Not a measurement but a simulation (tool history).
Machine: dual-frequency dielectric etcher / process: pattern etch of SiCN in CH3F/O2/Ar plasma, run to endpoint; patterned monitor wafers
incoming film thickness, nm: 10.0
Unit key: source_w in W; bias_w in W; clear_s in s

run 1 day=0 | source_w=310 bias_w=97 | clear_s=25.088
run 2 day=0.104 | source_w=300 bias_w=96 | clear_s=25.423
run 3 day=0.221 | source_w=300 bias_w=113 | clear_s=23.497
run 4 day=0.412 | source_w=280 bias_w=111 | clear_s=24.113
run 5 day=0.725 | source_w=250 bias_w=111 | clear_s=25.101
run 6 day=0.946 | source_w=210 bias_w=111 | clear_s=26.31
run 7 day=1.092 | source_w=210 bias_w=109 | clear_s=26.325

Estimate the outcome of run 8 from the log above:
run 8 day=1.454 | source_w=210 bias_w=109 | clear_s=?

clear_s: 26.21 s
